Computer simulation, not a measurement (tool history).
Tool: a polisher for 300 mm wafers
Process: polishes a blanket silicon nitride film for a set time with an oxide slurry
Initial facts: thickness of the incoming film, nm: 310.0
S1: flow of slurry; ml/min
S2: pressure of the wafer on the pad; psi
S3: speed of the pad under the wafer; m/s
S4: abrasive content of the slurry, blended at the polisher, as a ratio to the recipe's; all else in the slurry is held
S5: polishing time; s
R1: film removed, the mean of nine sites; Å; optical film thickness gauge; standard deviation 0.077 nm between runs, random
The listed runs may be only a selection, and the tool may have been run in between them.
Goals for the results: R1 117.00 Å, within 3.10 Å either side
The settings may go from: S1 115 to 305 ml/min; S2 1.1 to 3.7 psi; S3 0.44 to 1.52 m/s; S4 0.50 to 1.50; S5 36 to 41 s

run	day	S1	S2	S3	S4	S5	R1
1	0.000	195	2.4	0.98	1.00	41	165.85
2	0.375	195	2.4	0.98	1.15	41	175.19
3	0.642	160	2.4	0.98	1.15	41	171.11
4	0.888	160	2.4	1.14	1.15	41	187.83
5	1.233	155	2.1	1.14	1.15	41	167.59
6	1.312	155	2.1	0.98	1.15	41	152.54
7	1.571	150	1.9	0.98	1.15	41	138.22
8	1.608	145	1.8	0.98	1.15	41	132.21
9	1.792	135	1.5	0.98	1.15	41	112.44
10	2.054	140	1.5	0.98	1.15	41	113.02
11	2.133	140	1.5	0.98	1.15	41	112.23
12	2.412	145	1.5	0.98	1.15	41	113.95

Next run, 5 choices. One meets every target within its allowed miss, the rest don't. Which?
A	2.692	150	1.4	0.96	1.30	40	?
B	2.692	115	1.6	1.22	0.95	36	?
C	2.692	190	1.3	1.18	1.20	37	?
D	2.692	185	1.1	1.52	1.25	37	?
E	2.692	160	1.9	0.76	1.25	37	?

move	R1
A	108.46
B	109.30
C	109.45
D	116.76
E	109.45
A: its largest miss is bigger than the last run's
B: its largest miss is bigger than the last run's
C: its largest miss is bigger than the last run's
D: every result lands within tolerance
E: its largest miss is bigger than the last run's
Correct choice: D, which meets every target
